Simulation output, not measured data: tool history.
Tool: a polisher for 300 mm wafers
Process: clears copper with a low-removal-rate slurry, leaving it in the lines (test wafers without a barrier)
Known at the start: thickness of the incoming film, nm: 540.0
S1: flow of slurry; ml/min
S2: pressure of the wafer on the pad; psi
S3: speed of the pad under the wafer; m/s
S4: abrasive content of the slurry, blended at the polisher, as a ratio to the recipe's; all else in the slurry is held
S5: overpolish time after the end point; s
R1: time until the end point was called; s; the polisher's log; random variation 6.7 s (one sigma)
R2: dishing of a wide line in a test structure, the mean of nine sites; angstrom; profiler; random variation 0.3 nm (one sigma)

Run 1, hour 0.0: S1 240 ml/min, S2 3.0 psi, S3 1.10 m/s, S4 1.0, S5 12 s. Result: R1 175.42 s, R2 268.49 angstrom.
Run 2, hour 5.2: S1 285 ml/min, S2 3.0 psi, S3 1.10 m/s, S4 1.0, S5 12 s. Result: R1 177.92 s, R2 274.25 angstrom.
Run 3, hour 13.2: S1 285 ml/min, S2 2.5 psi, S3 0.98 m/s, S4 1.0, S5 13 s. Result: R1 230.72 s, R2 223.31 angstrom.
Run 4, hour 19.2: S1 285 ml/min, S2 2.1 psi, S3 0.90 m/s, S4 1.0, S5 14 s. Result: R1 299.70 s, R2 189.78 angstrom.
Run 5, hour 28.0: S1 285 ml/min, S2 1.9 psi, S3 0.88 m/s, S4 1.0, S5 14 s. Result: R1 334.70 s, R2 167.90 angstrom.
Run 6, hour 32.2: S1 285 ml/min, S2 1.9 psi, S3 0.88 m/s, S4 1.0, S5 19 s. Result: R1 330.49 s, R2 227.74 angstrom.
Run 7, hour 40.8: S1 285 ml/min, S2 1.9 psi, S3 0.88 m/s, S4 1.0, S5 19 s. Result: R1 332.36 s, R2 225.82 angstrom.

The next listed run, before its measurement:
Run 8, hour 44.9: S1 285 ml/min, S2 1.7 psi, S3 0.88 m/s, S4 1.0, S5 18 s. Result: R1 ?, R2 ?.

R1: 374.21 s
R2: 192.70 angstrom
